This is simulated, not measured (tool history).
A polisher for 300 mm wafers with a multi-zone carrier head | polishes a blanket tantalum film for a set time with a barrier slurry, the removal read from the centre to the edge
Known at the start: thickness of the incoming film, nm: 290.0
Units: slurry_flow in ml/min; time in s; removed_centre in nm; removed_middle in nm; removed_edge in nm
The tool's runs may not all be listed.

run 1 hour=0 | slurry_flow=315 centre_zone=1 middle_zone=1 edge_zone=1 slurry_solids=1 time=55 | removed_centre=99.283 removed_middle=95.558 removed_edge=97.601
run 2 hour=3.4 | slurry_flow=315 centre_zone=1 middle_zone=1 edge_zone=1 slurry_solids=0.85 time=55 | removed_centre=94.015 removed_middle=90.559 removed_edge=91.129
run 3 hour=6.4 | slurry_flow=315 centre_zone=1 middle_zone=1 edge_zone=1 slurry_solids=0.7 time=55 | removed_centre=85.024 removed_middle=81.728 removed_edge=84.576
run 4 hour=12.6 | slurry_flow=315 centre_zone=1 middle_zone=1.05 edge_zone=1 slurry_solids=0.7 time=55 | removed_centre=84.125 removed_middle=86.708 removed_edge=83.224
run 5 hour=16.7 | slurry_flow=315 centre_zone=1 middle_zone=0.97 edge_zone=1 slurry_solids=0.7 time=55 | removed_centre=85.669 removed_middle=80.056 removed_edge=85.309
run 6 hour=24 | slurry_flow=315 centre_zone=0.97 middle_zone=0.97 edge_zone=1 slurry_solids=0.7 time=55 | removed_centre=83.628 removed_middle=81.136 removed_edge=83.605
run 7 hour=27.5 | slurry_flow=310 centre_zone=0.97 middle_zone=0.95 edge_zone=1 slurry_solids=0.65 time=54 | removed_centre=78.577 removed_middle=72.894 removed_edge=81.175

Run 8 comes next. What will it give?
run 8 hour=33.7 | slurry_flow=310 centre_zone=0.97 middle_zone=0.95 edge_zone=1 slurry_solids=0.65 time=54 | removed_centre=? removed_middle=? removed_edge=?

{"run 8": {"removed_centre": 77.17, "removed_middle": 72.551, "removed_edge": 79.338}}
